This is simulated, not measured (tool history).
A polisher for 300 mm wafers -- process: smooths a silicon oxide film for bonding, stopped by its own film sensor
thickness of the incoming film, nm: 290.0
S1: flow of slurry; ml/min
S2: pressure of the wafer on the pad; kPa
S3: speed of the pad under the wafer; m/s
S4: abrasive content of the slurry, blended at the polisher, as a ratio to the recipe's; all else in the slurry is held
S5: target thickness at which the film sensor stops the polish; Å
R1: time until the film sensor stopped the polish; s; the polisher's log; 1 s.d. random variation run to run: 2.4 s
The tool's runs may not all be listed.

{"run": 1, "day": 0.0, "S1": 180, "S2": 18.6, "S3": 0.78, "S4": 1, "S5": 2480, "R1": 57.481}
{"run": 2, "day": 0.162, "S1": 180, "S2": 15.9, "S3": 0.78, "S4": 1, "S5": 2480, "R1": 68.079}
{"run": 3, "day": 0.271, "S1": 180, "S2": 13.8, "S3": 0.68, "S4": 0.95, "S5": 2480, "R1": 88.168}
{"run": 4, "day": 0.362, "S1": 180, "S2": 17.9, "S3": 0.68, "S4": 0.95, "S5": 2480, "R1": 70.629}
{"run": 5, "day": 0.417, "S1": 180, "S2": 17.9, "S3": 0.68, "S4": 0.95, "S5": 2480, "R1": 68.141}
{"run": 6, "day": 0.621, "S1": 180, "S2": 17.9, "S3": 0.58, "S4": 0.95, "S5": 2480, "R1": 76.578}

Estimate the outcome of run 7 from the log above:
{"run": 7, "day": 0.758, "S1": 180, "S2": 15.9, "S3": 0.54, "S4": 0.95, "S5": 2480, "R1": "?"}

R1: 92.128 s
